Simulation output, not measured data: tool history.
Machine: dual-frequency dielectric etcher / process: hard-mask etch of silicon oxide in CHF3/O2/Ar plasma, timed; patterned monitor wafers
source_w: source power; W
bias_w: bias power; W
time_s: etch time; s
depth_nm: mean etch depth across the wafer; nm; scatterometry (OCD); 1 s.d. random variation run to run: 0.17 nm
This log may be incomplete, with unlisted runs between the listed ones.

run,hour,source_w,bias_w,time_s,depth_nm
1,0,690,144,35,64.429
2,2.3,800,144,35,68.552
3,4.5,800,159,35,71.265
4,6.4,750,157,35,68.652
5,9.6,820,157,35,71.834
6,18.4,820,181,35,76.141
7,23.9,770,176,35,73.318
8,27.8,770,176,35,73.024
9,30.3,720,172,35,70.009
10,31.2,580,150,35,60.335

What does the tool deliver on the next run?
11,34.8,570,150,35,?

depth_nm: 59.982 nm
